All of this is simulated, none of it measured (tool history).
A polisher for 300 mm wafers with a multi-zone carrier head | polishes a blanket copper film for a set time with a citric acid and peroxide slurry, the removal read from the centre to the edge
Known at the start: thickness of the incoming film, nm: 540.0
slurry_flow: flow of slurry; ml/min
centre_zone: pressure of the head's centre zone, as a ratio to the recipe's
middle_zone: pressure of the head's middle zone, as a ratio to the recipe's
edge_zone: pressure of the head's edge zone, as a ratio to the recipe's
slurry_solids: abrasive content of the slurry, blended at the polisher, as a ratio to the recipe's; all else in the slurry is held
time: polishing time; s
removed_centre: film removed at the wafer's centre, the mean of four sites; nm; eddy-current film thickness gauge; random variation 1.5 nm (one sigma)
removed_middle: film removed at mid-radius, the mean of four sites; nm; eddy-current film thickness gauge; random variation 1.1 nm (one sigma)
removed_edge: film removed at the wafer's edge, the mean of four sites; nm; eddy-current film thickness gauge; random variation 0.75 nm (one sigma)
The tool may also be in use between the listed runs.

{"run": 1, "hour": 0.0, "slurry_flow": 270, "centre_zone": 1, "middle_zone": 1, "edge_zone": 1, "slurry_solids": 1, "time": 65, "removed_centre": 136.65, "removed_middle": 133.25, "removed_edge": 137.64}
{"run": 2, "hour": 1.8, "slurry_flow": 270, "centre_zone": 1, "middle_zone": 0.98, "edge_zone": 0.96, "slurry_solids": 0.85, "time": 61, "removed_centre": 123.86, "removed_middle": 117.42, "removed_edge": 121.28}
{"run": 3, "hour": 3.8, "slurry_flow": 265, "centre_zone": 0.99, "middle_zone": 0.97, "edge_zone": 0.92, "slurry_solids": 0.75, "time": 60, "removed_centre": 110.88, "removed_middle": 109.52, "removed_edge": 113.09}
{"run": 4, "hour": 7.0, "slurry_flow": 265, "centre_zone": 0.91, "middle_zone": 0.97, "edge_zone": 0.92, "slurry_solids": 0.75, "time": 60, "removed_centre": 101.77, "removed_middle": 111.15, "removed_edge": 111.28}
{"run": 5, "hour": 15.1, "slurry_flow": 210, "centre_zone": 0.91, "middle_zone": 0.97, "edge_zone": 0.92, "slurry_solids": 0.75, "time": 60, "removed_centre": 102.37, "removed_middle": 105.17, "removed_edge": 108.36}
{"run": 6, "hour": 20.6, "slurry_flow": 210, "centre_zone": 0.99, "middle_zone": 0.97, "edge_zone": 0.92, "slurry_solids": 0.75, "time": 60, "removed_centre": 109.51, "removed_middle": 107.08, "removed_edge": 109.32}
{"run": 7, "hour": 27.2, "slurry_flow": 200, "centre_zone": 1.01, "middle_zone": 0.96, "edge_zone": 0.89, "slurry_solids": 0.7, "time": 60, "removed_centre": 105.75, "removed_middle": 101.37, "removed_edge": 104}
{"run": 8, "hour": 35.6, "slurry_flow": 200, "centre_zone": 1.01, "middle_zone": 0.96, "edge_zone": 0.89, "slurry_solids": 0.7, "time": 60, "removed_centre": 109.12, "removed_middle": 104.14, "removed_edge": 105.37}
{"run": 9, "hour": 37.1, "slurry_flow": 190, "centre_zone": 1.01, "middle_zone": 0.94, "edge_zone": 0.87, "slurry_solids": 0.7, "time": 60, "removed_centre": 108.45, "removed_middle": 99.537, "removed_edge": 102.34}
{"run": 10, "hour": 37.7, "slurry_flow": 185, "centre_zone": 1, "middle_zone": 0.94, "edge_zone": 0.86, "slurry_solids": 0.7, "time": 60, "removed_centre": 103, "removed_middle": 99.356, "removed_edge": 101.97}

Run 11 comes next. What will it give?
{"run": 11, "hour": 44.0, "slurry_flow": 180, "centre_zone": 1.02, "middle_zone": 0.94, "edge_zone": 0.85, "slurry_solids": 0.7, "time": 60, "removed_centre": "?", "removed_middle": "?", "removed_edge": "?"}

Run 11 gave removed_centre 107.4 nm, removed_middle 99.775 nm, removed_edge 100.27 nm.
